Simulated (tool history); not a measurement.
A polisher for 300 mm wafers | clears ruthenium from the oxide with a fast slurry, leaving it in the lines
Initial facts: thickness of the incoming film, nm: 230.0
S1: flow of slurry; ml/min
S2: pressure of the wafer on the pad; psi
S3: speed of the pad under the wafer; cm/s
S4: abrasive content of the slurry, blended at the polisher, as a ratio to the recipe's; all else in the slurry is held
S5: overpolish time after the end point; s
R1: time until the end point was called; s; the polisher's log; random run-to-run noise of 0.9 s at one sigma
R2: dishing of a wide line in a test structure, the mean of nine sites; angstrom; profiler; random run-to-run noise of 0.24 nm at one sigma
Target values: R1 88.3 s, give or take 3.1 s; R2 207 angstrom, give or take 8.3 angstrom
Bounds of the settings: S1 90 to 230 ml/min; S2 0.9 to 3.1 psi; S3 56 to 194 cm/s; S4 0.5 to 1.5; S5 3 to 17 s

| run | hour | S1 | S2 | S3 | S4 | S5 | R1 | R2 |
|---|---|---|---|---|---|---|---|---|
| 1 | 0 | 150 | 2 | 124 | 1 | 9 | 60.663 | 290.58 |
| 2 | 4.4 | 150 | 2 | 124 | 1.2 | 9 | 56.032 | 309.25 |
| 3 | 9 | 150 | 2 | 124 | 1.2 | 10 | 57.316 | 345.42 |
| 4 | 17.8 | 135 | 2 | 124 | 1.2 | 10 | 58.234 | 342.18 |
| 5 | 23.7 | 135 | 1.9 | 124 | 1.2 | 10 | 61.874 | 317.93 |
| 6 | 25.8 | 130 | 1.8 | 124 | 1.2 | 10 | 64.3 | 300.16 |
| 7 | 29.3 | 125 | 1.7 | 124 | 1.2 | 10 | 69.4 | 287.52 |
| 8 | 32.5 | 125 | 1.6 | 124 | 1.2 | 10 | 72.206 | 277.05 |
| 9 | 39.1 | 125 | 1.5 | 124 | 1.2 | 10 | 78.358 | 260.13 |
| 10 | 48 | 125 | 1.4 | 124 | 1.2 | 9 | 84.184 | 223.08 |
| 11 | 48.6 | 120 | 1.4 | 124 | 1.2 | 9 | 84.231 | 217.09 |
| 12 | 50.5 | 120 | 1.4 | 124 | 1.2 | 9 | 84.564 | 218.91 |

Of the 5 settings listed for the next run, only one would bring every result within its allowed miss of target. Which one?
| A | 52.4 | 170 | 1.2 | 134 | 1.3 | 9 | ? | ? |
| B | 52.4 | 150 | 1.6 | 110 | 1.15 | 9 | ? | ? |
| C | 52.4 | 115 | 1.2 | 136 | 1.3 | 9 | ? | ? |
| D | 52.4 | 120 | 1.5 | 106 | 1.3 | 10 | ? | ? |
| E | 52.4 | 100 | 1.4 | 148 | 1.1 | 8 | ? | ? |

| move | R1 | R2 |
|---|---|---|
| A | 82.061 | 217.64 |
| B | 80.415 | 221.87 |
| C | 87.725 | 204.26 |
| D | 89.276 | 222.04 |
| E | 76.76 | 207.34 |
A: moves away from the targets compared with the last run
B: moves away from the targets compared with the last run
C: each result inside its tolerance
D: moves away from the targets compared with the last run
E: brings the last run's worst result on target, with another outside its allowed miss
The move that meets every target is C.
